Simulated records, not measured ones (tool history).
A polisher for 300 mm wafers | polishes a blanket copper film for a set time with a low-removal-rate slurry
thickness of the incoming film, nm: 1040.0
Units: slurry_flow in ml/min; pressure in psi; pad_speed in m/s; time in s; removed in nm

{"run": 1, "day": 0.0, "slurry_flow": 140, "pressure": 3.2, "pad_speed": 0.96, "slurry_solids": 1, "time": 32, "removed": 99.07}
{"run": 2, "day": 0.221, "slurry_flow": 110, "pressure": 3.2, "pad_speed": 0.96, "slurry_solids": 1, "time": 32, "removed": 97.771}
{"run": 3, "day": 0.492, "slurry_flow": 110, "pressure": 3.2, "pad_speed": 0.96, "slurry_solids": 0.9, "time": 32, "removed": 95.629}
{"run": 4, "day": 0.858, "slurry_flow": 110, "pressure": 3.6, "pad_speed": 0.96, "slurry_solids": 0.9, "time": 32, "removed": 105.27}
{"run": 5, "day": 1.067, "slurry_flow": 110, "pressure": 3.6, "pad_speed": 1.06, "slurry_solids": 0.9, "time": 32, "removed": 115.64}
{"run": 6, "day": 1.242, "slurry_flow": 110, "pressure": 3.6, "pad_speed": 1.06, "slurry_solids": 1, "time": 32, "removed": 119.07}
{"run": 7, "day": 1.367, "slurry_flow": 110, "pressure": 3.6, "pad_speed": 1.06, "slurry_solids": 1, "time": 32, "removed": 119.94}
{"run": 8, "day": 1.692, "slurry_flow": 110, "pressure": 3.8, "pad_speed": 1.06, "slurry_solids": 1, "time": 32, "removed": 122.81}
{"run": 9, "day": 1.908, "slurry_flow": 110, "pressure": 4.1, "pad_speed": 1.06, "slurry_solids": 1, "time": 32, "removed": 133.98}
{"run": 10, "day": 2.133, "slurry_flow": 110, "pressure": 4.3, "pad_speed": 1.06, "slurry_solids": 1, "time": 32, "removed": 139.78}
{"run": 11, "day": 2.258, "slurry_flow": 110, "pressure": 4.3, "pad_speed": 1.06, "slurry_solids": 1, "time": 32, "removed": 138.96}

The next listed run, before its measurement:
{"run": 12, "day": 2.338, "slurry_flow": 110, "pressure": 4.3, "pad_speed": 1.06, "slurry_solids": 1, "time": 32, "removed": "?"}

Run 12 gave removed 139.14 nm.
